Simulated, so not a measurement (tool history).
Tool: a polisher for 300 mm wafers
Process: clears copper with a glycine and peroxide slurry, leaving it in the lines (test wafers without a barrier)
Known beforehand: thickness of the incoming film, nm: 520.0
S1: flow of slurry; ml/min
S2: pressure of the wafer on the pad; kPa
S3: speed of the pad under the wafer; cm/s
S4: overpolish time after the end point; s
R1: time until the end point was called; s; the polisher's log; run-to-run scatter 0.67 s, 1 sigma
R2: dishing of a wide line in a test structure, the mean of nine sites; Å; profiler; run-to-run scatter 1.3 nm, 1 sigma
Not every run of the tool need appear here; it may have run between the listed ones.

| run | hour | S1 | S2 | S3 | S4 | R1 | R2 |
|---|---|---|---|---|---|---|---|
| 1 | 0 | 175 | 17.2 | 102 | 29 | 100.09 | 646.45 |
| 2 | 1 | 180 | 19.3 | 102 | 28 | 90.598 | 674.01 |
| 3 | 9.7 | 180 | 19.3 | 78 | 28 | 110.42 | 609.22 |
| 4 | 14.5 | 140 | 19.3 | 78 | 28 | 114.9 | 608.72 |
| 5 | 16 | 140 | 19.3 | 98 | 28 | 96.838 | 649.75 |
| 6 | 23.7 | 145 | 21.4 | 98 | 28 | 88.034 | 685.09 |

Predict the results of run 7:
| 7 | 29.1 | 165 | 26.2 | 102 | 25 | ? | ? |

Logged for run 7: R1 70.683 s, R2 701.65 Å.
